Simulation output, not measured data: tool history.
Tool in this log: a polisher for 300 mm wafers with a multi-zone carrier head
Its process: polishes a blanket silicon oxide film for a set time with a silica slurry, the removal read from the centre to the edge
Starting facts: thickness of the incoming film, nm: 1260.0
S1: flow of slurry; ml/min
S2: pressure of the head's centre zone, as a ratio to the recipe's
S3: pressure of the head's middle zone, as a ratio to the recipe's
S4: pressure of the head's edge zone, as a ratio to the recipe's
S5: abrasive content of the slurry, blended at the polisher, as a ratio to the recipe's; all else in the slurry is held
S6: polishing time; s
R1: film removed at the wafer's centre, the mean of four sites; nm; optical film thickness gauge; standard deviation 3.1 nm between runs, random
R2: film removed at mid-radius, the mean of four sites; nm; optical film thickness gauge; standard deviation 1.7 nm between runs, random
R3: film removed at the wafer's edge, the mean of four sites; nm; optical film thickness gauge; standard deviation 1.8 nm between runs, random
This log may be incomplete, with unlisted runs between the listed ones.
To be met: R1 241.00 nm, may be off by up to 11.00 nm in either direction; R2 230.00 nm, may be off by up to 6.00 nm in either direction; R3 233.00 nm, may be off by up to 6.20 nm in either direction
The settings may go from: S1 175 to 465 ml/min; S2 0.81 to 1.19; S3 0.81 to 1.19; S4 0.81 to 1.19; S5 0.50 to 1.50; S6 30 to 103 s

run,day,S1,S2,S3,S4,S5,S6,R1,R2,R3
1,0.000,295,1.00,1.00,1.00,1.00,66,317.46,313.89,309.04
2,0.129,295,1.00,1.00,1.00,0.90,66,302.43,300.67,298.81
3,0.296,295,1.08,1.00,1.00,0.90,66,327.48,298.42,301.54
4,0.408,295,1.07,0.99,0.98,0.85,66,317.58,286.65,290.69
5,0.625,295,1.07,0.99,0.98,0.65,66,285.62,257.10,252.87
6,0.996,290,1.05,0.98,0.98,0.65,66,282.92,253.77,249.54
7,1.271,285,1.03,0.97,0.98,0.65,66,267.57,252.23,252.12
8,1.342,280,1.03,0.96,0.97,0.65,66,270.90,251.62,252.37
9,1.679,280,1.02,0.95,0.96,0.65,66,268.36,247.61,249.58
10,1.750,275,1.01,0.94,0.95,0.65,66,261.29,248.01,250.95
11,1.954,275,1.01,0.94,0.94,0.65,66,266.16,244.98,248.56
12,2.325,275,1.00,0.94,0.93,0.65,66,264.80,244.81,248.31
13,2.479,275,0.99,0.94,0.92,0.65,66,256.06,245.17,246.12
14,2.708,275,0.99,0.94,0.91,0.65,66,256.33,246.05,247.70

Below are 5 possible settings for the next run. Only one of them brings all results inside the allowed miss of their targets. Which is it?
A,2.938,255,0.90,0.87,0.94,1.20,47,?,?,?
B,2.938,295,1.02,0.88,0.86,0.50,73,?,?,?
C,2.938,240,1.02,0.98,1.00,0.55,66,?,?,?
D,2.938,255,0.98,0.91,0.85,0.65,69,?,?,?
E,2.938,255,1.03,0.84,0.90,0.60,70,?,?,?

move,R1,R2,R3
A,214.99,216.71,234.40
B,254.65,227.54,233.92
C,237.66,228.54,235.25
D,261.45,249.04,249.67
E,267.68,230.08,249.79
A: carries the result that was furthest off beyond its target, to the other side
B: meets the target for the result that was furthest off, but another lies outside its allowed miss
C: in spec on every target
D: the biggest miss grows against the last run
E: meets the target for the result that was furthest off, but another lies outside its allowed miss
C is the move that brings every result within its allowed miss.
